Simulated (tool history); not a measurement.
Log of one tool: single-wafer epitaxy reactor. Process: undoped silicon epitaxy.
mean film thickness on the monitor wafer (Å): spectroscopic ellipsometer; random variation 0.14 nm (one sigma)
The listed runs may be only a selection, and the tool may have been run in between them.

| run | day | wafer temperature setpoint (pyrometer-controlled) (deg C) | deposition time (s) | mean film thickness on the monitor wafer (Å) |
|---|---|---|---|---|
| 1 | 0 | 630 | 501 | 514.87 |
| 2 | 0.329 | 630 | 440 | 452.52 |
| 3 | 0.688 | 629 | 440 | 441.06 |
| 4 | 0.938 | 629 | 385 | 385.5 |
| 5 | 1.3 | 627 | 385 | 367.64 |
| 6 | 1.583 | 627 | 351 | 334.25 |

What does the tool deliver on the next run?
| 7 | 1.758 | 627 | 351 | ? |

{"run 7": {"mean film thickness on the monitor wafer (Å)": 336.14}}
